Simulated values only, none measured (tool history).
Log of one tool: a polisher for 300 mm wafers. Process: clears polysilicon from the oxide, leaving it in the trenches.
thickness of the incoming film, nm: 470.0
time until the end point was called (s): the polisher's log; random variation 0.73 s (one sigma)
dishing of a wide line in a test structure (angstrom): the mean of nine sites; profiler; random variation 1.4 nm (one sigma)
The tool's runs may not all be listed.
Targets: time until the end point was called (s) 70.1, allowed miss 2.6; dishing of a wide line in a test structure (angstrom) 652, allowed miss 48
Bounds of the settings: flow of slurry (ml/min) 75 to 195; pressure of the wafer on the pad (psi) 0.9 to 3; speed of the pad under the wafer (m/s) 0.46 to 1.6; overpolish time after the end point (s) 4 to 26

run  hour  flow of slurry (ml/min)  pressure of the wafer on the pad (psi)  speed of the pad under the wafer (m/s)  overpolish time after the end point (s)  time until the end point was called (s)  dishing of a wide line in a test structure (angstrom)
  1     0                      125                                     1.9                                    1.02                                       13                                   61.433                                                  590.7
  2   7.5                      125                                     1.9                                    1.14                                       13                                   55.128                                                 605.82
  3  12.4                      120                                     1.8                                    1.14                                       14                                   58.133                                                 608.88
  4  18.8                      115                                     1.7                                    1.14                                       15                                   62.117                                                 632.35
  5  26.3                      110                                     1.7                                    1.14                                       15                                   64.079                                                 623.48
  6  32.9                      105                                     1.7                                    1.14                                       15                                   63.768                                                 634.12
  7  40.6                      100                                     1.7                                    1.14                                       15                                   64.547                                                 607.85
     45.7  -- slurry nozzle cleaned
  8  45.7                       95                                     1.7                                    1.14                                       16                                    58.46                                                  649.3
  9    54                      105                                     1.7                                    1.14                                       16                                   57.983                                                 644.15
 10    63                      100                                     1.6                                    1.14                                       17                                   62.782                                                 675.46
 11  63.5                      100                                     1.5                                    1.14                                       17                                   66.248                                                 656.65

Which of these 4 next moves meets every target?
  A    64                       75                                     1.4                                     1.2                                       13                                        ?                                                      ?
  B    64                       90                                     1.5                                     1.2                                       17                                        ?                                                      ?
  C    64                      100                                     1.1                                    1.46                                       12                                        ?                                                      ?
  D    64                       75                                     1.6                                    1.06                                       18                                        ?                                                      ?

move  time until the end point was called (s)  dishing of a wide line in a test structure (angstrom)
   A                                   71.618                                                 544.28
   B                                   64.497                                                 651.39
   C                                   70.162                                                 526.38
   D                                   71.061                                                 640.69
A: brings the result that was furthest off to its target, and leaves another outside
B: further off than the last run
C: brings the result that was furthest off to its target, and leaves another outside
D: meets every target
Move D is the one to make.

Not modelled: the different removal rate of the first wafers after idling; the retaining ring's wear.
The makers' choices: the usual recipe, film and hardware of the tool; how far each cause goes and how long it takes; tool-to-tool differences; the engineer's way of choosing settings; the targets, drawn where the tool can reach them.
